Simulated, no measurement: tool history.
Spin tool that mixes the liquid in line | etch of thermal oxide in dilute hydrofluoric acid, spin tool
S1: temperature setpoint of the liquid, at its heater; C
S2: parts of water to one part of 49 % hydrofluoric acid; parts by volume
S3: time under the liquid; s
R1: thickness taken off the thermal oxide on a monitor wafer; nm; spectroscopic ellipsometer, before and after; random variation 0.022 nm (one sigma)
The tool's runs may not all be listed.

run	hour	S1	S2	S3	R1
1	0.0	22.0	270	295	4.0937
2	4.5	22.0	345	295	3.0214
3	7.5	22.0	345	315	3.1823
4	12.0	23.5	345	315	3.4042
5	20.7	23.5	345	295	3.1412
6	22.3	23.5	345	315	3.3200

Estimate the outcome of run 7 from the log above:
7	23.0	23.0	360	315	?

Run 7 measured R1 3.1155 nm.

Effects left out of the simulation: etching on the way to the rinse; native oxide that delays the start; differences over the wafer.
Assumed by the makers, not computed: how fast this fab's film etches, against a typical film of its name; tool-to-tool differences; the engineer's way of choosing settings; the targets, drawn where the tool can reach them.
